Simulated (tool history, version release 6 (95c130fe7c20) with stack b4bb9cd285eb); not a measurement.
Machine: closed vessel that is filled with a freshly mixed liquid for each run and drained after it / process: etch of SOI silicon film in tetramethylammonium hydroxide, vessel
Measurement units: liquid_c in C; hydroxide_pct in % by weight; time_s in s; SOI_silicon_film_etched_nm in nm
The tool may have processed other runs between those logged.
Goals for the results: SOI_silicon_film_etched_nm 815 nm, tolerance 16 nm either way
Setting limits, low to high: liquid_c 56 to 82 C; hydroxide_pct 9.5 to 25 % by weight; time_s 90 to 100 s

{"run": 1, "hour": 0.0, "liquid_c": 69, "hydroxide_pct": 18.5, "time_s": 90, "SOI_silicon_film_etched_nm": 445.24}
{"run": 2, "hour": 1.9, "liquid_c": 67, "hydroxide_pct": 18.5, "time_s": 90, "SOI_silicon_film_etched_nm": 395.3}
{"run": 3, "hour": 3.8, "liquid_c": 67, "hydroxide_pct": 15.5, "time_s": 90, "SOI_silicon_film_etched_nm": 422.11}
{"run": 4, "hour": 11.2, "liquid_c": 70, "hydroxide_pct": 15.5, "time_s": 90, "SOI_silicon_film_etched_nm": 503.27}
{"run": 5, "hour": 13.9, "liquid_c": 74, "hydroxide_pct": 15.5, "time_s": 90, "SOI_silicon_film_etched_nm": 633.77}
{"run": 6, "hour": 17.3, "liquid_c": 74, "hydroxide_pct": 14, "time_s": 90, "SOI_silicon_film_etched_nm": 664.02}
{"run": 7, "hour": 18.7, "liquid_c": 75, "hydroxide_pct": 14, "time_s": 90, "SOI_silicon_film_etched_nm": 705.2}
{"run": 8, "hour": 22.4, "liquid_c": 75.5, "hydroxide_pct": 14, "time_s": 90, "SOI_silicon_film_etched_nm": 723.21}
{"run": 9, "hour": 27.9, "liquid_c": 76, "hydroxide_pct": 14, "time_s": 90, "SOI_silicon_film_etched_nm": 751}
{"run": 10, "hour": 29.0, "liquid_c": 76.5, "hydroxide_pct": 14, "time_s": 90, "SOI_silicon_film_etched_nm": 768.04}
{"run": 11, "hour": 31.4, "liquid_c": 77, "hydroxide_pct": 14, "time_s": 90, "SOI_silicon_film_etched_nm": 792.22}

Exercise: of the 4 proposed moves below, exactly one satisfies all targets within the stated allowed misses. Which move is it?
{"run": "A", "hour": 33.8, "liquid_c": 78.5, "hydroxide_pct": 16, "time_s": 90, "SOI_silicon_film_etched_nm": "?"}
{"run": "B", "hour": 33.8, "liquid_c": 79, "hydroxide_pct": 18.5, "time_s": 90, "SOI_silicon_film_etched_nm": "?"}
{"run": "C", "hour": 33.8, "liquid_c": 76.5, "hydroxide_pct": 13.5, "time_s": 100, "SOI_silicon_film_etched_nm": "?"}
{"run": "D", "hour": 33.8, "liquid_c": 76, "hydroxide_pct": 13, "time_s": 90, "SOI_silicon_film_etched_nm": "?"}

move=A SOI_silicon_film_etched_nm=813.96
move=B SOI_silicon_film_etched_nm=791.98
move=C SOI_silicon_film_etched_nm=872.25
move=D SOI_silicon_film_etched_nm=776.72
A: hits every target within its allowed miss
B: about as far from the targets as the last run
C: takes the result that was furthest off past its target
D: moves away from the targets compared with the last run
So the answer is move A, the one that meets all the targets.
